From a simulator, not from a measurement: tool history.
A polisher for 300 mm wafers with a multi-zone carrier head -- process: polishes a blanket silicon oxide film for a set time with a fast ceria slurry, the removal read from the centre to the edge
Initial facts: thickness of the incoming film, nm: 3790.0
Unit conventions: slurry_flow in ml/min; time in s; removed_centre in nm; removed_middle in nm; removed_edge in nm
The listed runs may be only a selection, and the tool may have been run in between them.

{"run": 1, "hour": 0.0, "slurry_flow": 220, "centre_zone": 1, "middle_zone": 1, "edge_zone": 1, "time": 60, "removed_centre": 1136.6, "removed_middle": 1177.5, "removed_edge": 1134}
{"run": 2, "hour": 2.7, "slurry_flow": 215, "centre_zone": 0.97, "middle_zone": 1, "edge_zone": 0.96, "time": 58, "removed_centre": 1075.8, "removed_middle": 1145.9, "removed_edge": 1055.8}
{"run": 3, "hour": 6.5, "slurry_flow": 205, "centre_zone": 0.93, "middle_zone": 0.99, "edge_zone": 0.94, "time": 57, "removed_centre": 996.55, "removed_middle": 1119.8, "removed_edge": 1009.2}
{"run": 4, "hour": 12.5, "slurry_flow": 205, "centre_zone": 0.93, "middle_zone": 0.99, "edge_zone": 0.94, "time": 63, "removed_centre": 1107.9, "removed_middle": 1236.3, "removed_edge": 1144.9}
{"run": 5, "hour": 16.3, "slurry_flow": 205, "centre_zone": 0.93, "middle_zone": 1.02, "edge_zone": 0.94, "time": 63, "removed_centre": 1111.3, "removed_middle": 1263.5, "removed_edge": 1142.3}
{"run": 6, "hour": 19.0, "slurry_flow": 200, "centre_zone": 0.91, "middle_zone": 0.99, "edge_zone": 0.92, "time": 61, "removed_centre": 1053.4, "removed_middle": 1187.1, "removed_edge": 1090.3}

The next listed run, before its measurement:
{"hour": 22.9, "done": "worn pad replaced by a new one"}
{"run": 7, "hour": 22.9, "slurry_flow": 200, "centre_zone": 0.91, "middle_zone": 0.99, "edge_zone": 0.92, "time": 61, "removed_centre": "?", "removed_middle": "?", "removed_edge": "?"}

removed_centre: 1176.9 nm
removed_middle: 1304.7 nm
removed_edge: 1215.6 nm
